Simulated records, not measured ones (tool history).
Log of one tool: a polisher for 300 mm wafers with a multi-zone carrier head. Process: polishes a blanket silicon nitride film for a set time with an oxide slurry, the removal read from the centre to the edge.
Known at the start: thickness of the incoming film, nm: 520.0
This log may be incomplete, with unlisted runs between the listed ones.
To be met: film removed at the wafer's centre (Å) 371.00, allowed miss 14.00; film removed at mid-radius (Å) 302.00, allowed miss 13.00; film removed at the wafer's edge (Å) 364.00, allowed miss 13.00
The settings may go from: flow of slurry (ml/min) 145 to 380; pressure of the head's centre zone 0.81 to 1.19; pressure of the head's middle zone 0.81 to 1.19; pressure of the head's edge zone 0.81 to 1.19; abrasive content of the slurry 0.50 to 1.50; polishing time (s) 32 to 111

| run | hour | flow of slurry (ml/min) | pressure of the head's centre zone | pressure of the head's middle zone | pressure of the head's edge zone | abrasive content of the slurry | polishing time (s) | film removed at the wafer's centre (Å) | film removed at mid-radius (Å) | film removed at the wafer's edge (Å) |
|---|---|---|---|---|---|---|---|---|---|---|
| 1 | 0.0 | 245 | 1.00 | 1.00 | 1.00 | 1.00 | 71 | 596.23 | 593.18 | 586.42 |
| 2 | 2.3 | 235 | 1.01 | 0.94 | 1.01 | 0.85 | 65 | 518.96 | 483.07 | 502.49 |
| 3 | 7.9 | 235 | 1.01 | 0.94 | 0.93 | 0.85 | 65 | 518.05 | 483.22 | 487.26 |
| 4 | 10.1 | 235 | 0.94 | 0.94 | 0.93 | 0.85 | 65 | 487.80 | 488.50 | 477.72 |
| 5 | 17.5 | 235 | 0.94 | 0.89 | 0.93 | 0.85 | 65 | 478.01 | 456.44 | 477.69 |
| 6 | 23.6 | 235 | 0.94 | 0.81 | 0.93 | 0.85 | 65 | 464.94 | 428.11 | 479.92 |
| 7 | 29.6 | 225 | 0.98 | 0.81 | 0.96 | 0.75 | 61 | 430.98 | 376.83 | 430.65 |
| 8 | 30.3 | 225 | 0.98 | 0.81 | 0.96 | 0.75 | 61 | 433.89 | 366.26 | 422.25 |
| 9 | 32.7 | 210 | 0.97 | 0.81 | 0.98 | 0.65 | 61 | 402.73 | 348.00 | 397.37 |
| 10 | 37.7 | 200 | 0.98 | 0.81 | 1.02 | 0.60 | 61 | 386.33 | 334.28 | 391.84 |

Next run, 4 choices. One meets every target within its allowed miss, the rest don't. Which?
| A | 42.7 | 210 | 1.01 | 0.87 | 0.99 | 0.55 | 56 | ? | ? | ? |
| B | 42.7 | 230 | 0.90 | 0.93 | 1.03 | 0.55 | 59 | ? | ? | ? |
| C | 42.7 | 145 | 1.05 | 0.82 | 1.05 | 0.60 | 58 | ? | ? | ? |
| D | 42.7 | 165 | 1.01 | 0.90 | 1.01 | 0.75 | 53 | ? | ? | ? |

| move | film removed at the wafer's centre (Å) | film removed at mid-radius (Å) | film removed at the wafer's edge (Å) |
|---|---|---|---|
| A | 345.07 | 304.61 | 336.53 |
| B | 327.79 | 343.12 | 363.96 |
| C | 366.67 | 298.55 | 361.65 |
| D | 370.57 | 337.74 | 369.35 |
A: puts the biggest miss on target and leaves a different result outside tolerance
B: moves away from the targets compared with the last run
C: in spec on every target
D: moves away from the targets compared with the last run
The move that meets every target is C.

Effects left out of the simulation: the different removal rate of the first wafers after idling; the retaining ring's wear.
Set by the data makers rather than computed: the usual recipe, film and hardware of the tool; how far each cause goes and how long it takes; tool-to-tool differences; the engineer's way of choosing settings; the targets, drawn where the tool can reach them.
